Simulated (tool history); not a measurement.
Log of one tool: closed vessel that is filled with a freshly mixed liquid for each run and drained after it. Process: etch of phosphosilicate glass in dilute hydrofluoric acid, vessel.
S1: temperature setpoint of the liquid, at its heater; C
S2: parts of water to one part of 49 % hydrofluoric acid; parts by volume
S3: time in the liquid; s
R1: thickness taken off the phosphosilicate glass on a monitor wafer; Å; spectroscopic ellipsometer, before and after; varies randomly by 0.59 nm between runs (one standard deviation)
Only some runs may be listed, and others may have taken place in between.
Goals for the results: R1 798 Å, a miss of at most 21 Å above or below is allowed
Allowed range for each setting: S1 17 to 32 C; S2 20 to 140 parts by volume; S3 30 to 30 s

run 1 hour=0 | S1=24 S2=75 S3=30 | R1=888.83
run 2 hour=3.5 | S1=24 S2=50 S3=30 | R1=1372.2
run 3 hour=11.6 | S1=22.5 S2=50 S3=30 | R1=1315
run 4 hour=14.4 | S1=22.5 S2=50 S3=30 | R1=1298.2
run 5 hour=17.5 | S1=21.5 S2=55 S3=30 | R1=1130.7
run 6 hour=18.8 | S1=21.5 S2=40 S3=30 | R1=1579.6
run 7 hour=21.2 | S1=20.5 S2=45 S3=30 | R1=1333.4
run 8 hour=23.4 | S1=20 S2=50 S3=30 | R1=1176.4
run 9 hour=24.8 | S1=19.5 S2=55 S3=30 | R1=1039.3
run 10 hour=32.8 | S1=19 S2=55 S3=30 | R1=1019.6
run 11 hour=39.7 | S1=18.5 S2=55 S3=30 | R1=1004.6
run 12 hour=43.3 | S1=18 S2=55 S3=30 | R1=984.22

Which single option among these 4 for the next run brings every result within its allowed miss of target? Just one does.
run A hour=46.9 | S1=19 S2=45 S3=30 | R1=?
run B hour=46.9 | S1=18 S2=70 S3=30 | R1=?
run C hour=46.9 | S1=17.5 S2=65 S3=30 | R1=?
run D hour=46.9 | S1=17 S2=60 S3=30 | R1=?

move=A R1=1243.1
move=B R1=744.06
move=C R1=788.72
move=D R1=840.89
A: lands further from the targets than the last run did
B: carries the result that was furthest off beyond its target, to the other side
C: in spec on every target
D: better than the last run, though not everything is in spec
Answer: C

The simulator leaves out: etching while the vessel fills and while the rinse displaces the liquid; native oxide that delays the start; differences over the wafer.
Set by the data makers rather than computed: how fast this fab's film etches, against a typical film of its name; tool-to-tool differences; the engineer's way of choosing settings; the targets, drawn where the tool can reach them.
